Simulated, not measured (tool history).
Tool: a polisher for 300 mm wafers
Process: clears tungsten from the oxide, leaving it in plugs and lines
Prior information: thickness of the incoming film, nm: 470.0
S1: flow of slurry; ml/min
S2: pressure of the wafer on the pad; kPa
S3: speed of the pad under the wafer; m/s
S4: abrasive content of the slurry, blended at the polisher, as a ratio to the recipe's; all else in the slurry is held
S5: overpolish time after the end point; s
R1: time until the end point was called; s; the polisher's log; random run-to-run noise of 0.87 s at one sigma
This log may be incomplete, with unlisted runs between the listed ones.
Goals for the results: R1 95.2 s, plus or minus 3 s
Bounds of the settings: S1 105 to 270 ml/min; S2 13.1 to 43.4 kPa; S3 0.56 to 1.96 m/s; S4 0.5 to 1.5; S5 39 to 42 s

run  hour   S1    S2    S3    S4  S5      R1
  1     0  175  28.3  1.26     1  39  67.896
  2   4.9  175  28.3  1.26  1.15  39  64.691
  3  11.4  175  26.9  1.26  1.15  39  68.031
  4  12.6  175  26.9  1.38  1.15  39  63.191
  5  21.2  175  26.9  1.38  1.15  39  64.236
  6  23.9  175  26.9  1.38  1.25  39  61.002
  7  25.4  160  19.3  1.36  1.25  39  86.375
  8  32.7  155  19.3  1.36  1.25  39  86.713
  9  40.9  145  16.5  1.36  1.25  39  100.33
 10  47.2  150  16.5  1.36  1.25  39  100.03
 11  55.9  155  16.5  1.36  1.25  39  100.94
 12  60.5  155  18.6  1.36  1.25  39  89.408

Exercise: of the 4 proposed moves below, exactly one satisfies all targets within the stated allowed misses. Which move is it?
  A  65.1  105  22.8   0.9  1.45  39   ?
  B  65.1  110  17.2   1.4  1.15  39   ?
  C  65.1  170  17.2  1.58  1.05  39   ?
  D  65.1  125  14.5  1.64   1.4  40   ?

move      R1
   A  101.25
   B  99.246
   C  88.683
   D   95.17
A: moves the result that the last run missed by most past its target, out the other side
B: moves the result that the last run missed by most past its target, out the other side
C: further off than the last run
D: meets every target
Go with D: it meets all targets.
